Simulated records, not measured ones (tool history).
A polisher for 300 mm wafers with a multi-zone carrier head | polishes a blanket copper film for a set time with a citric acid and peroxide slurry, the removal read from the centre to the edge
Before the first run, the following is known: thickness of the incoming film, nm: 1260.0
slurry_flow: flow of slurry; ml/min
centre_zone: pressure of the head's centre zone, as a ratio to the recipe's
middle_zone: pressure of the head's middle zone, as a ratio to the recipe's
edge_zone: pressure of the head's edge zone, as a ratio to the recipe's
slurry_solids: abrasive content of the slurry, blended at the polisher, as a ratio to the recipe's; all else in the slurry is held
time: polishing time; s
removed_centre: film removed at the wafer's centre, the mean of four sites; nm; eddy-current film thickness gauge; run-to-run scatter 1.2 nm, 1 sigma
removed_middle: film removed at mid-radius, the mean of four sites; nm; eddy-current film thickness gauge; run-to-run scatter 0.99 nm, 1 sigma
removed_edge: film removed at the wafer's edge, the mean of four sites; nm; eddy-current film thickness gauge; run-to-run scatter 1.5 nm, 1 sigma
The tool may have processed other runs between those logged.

| run | hour | slurry_flow | centre_zone | middle_zone | edge_zone | slurry_solids | time | removed_centre | removed_middle | removed_edge |
|---|---|---|---|---|---|---|---|---|---|---|
| 1 | 0.0 | 200 | 1.00 | 1.00 | 1.00 | 1.00 | 56 | 163.17 | 159.43 | 160.48 |
| 2 | 5.2 | 165 | 1.00 | 1.00 | 1.00 | 1.00 | 56 | 157.48 | 155.26 | 157.93 |
| 3 | 10.5 | 185 | 1.00 | 1.00 | 1.00 | 1.00 | 56 | 161.45 | 156.35 | 159.88 |
| 4 | 18.1 | 190 | 1.00 | 1.01 | 0.96 | 0.90 | 54 | 154.20 | 151.37 | 149.73 |
| 5 | 19.9 | 190 | 1.00 | 1.08 | 0.96 | 0.90 | 54 | 151.84 | 159.69 | 147.16 |
| 6 | 28.0 | 190 | 0.92 | 1.08 | 0.96 | 0.90 | 54 | 143.05 | 160.08 | 151.59 |
| 7 | 30.2 | 185 | 0.95 | 1.08 | 0.93 | 0.80 | 53 | 142.30 | 154.12 | 139.91 |

What does the tool deliver on the next run?
| 8 | 37.4 | 150 | 0.97 | 0.99 | 0.83 | 0.55 | 51 | ? | ? | ? |

{"run 8": {"removed_centre": 121.17, "removed_middle": 122.04, "removed_edge": 113.39}}

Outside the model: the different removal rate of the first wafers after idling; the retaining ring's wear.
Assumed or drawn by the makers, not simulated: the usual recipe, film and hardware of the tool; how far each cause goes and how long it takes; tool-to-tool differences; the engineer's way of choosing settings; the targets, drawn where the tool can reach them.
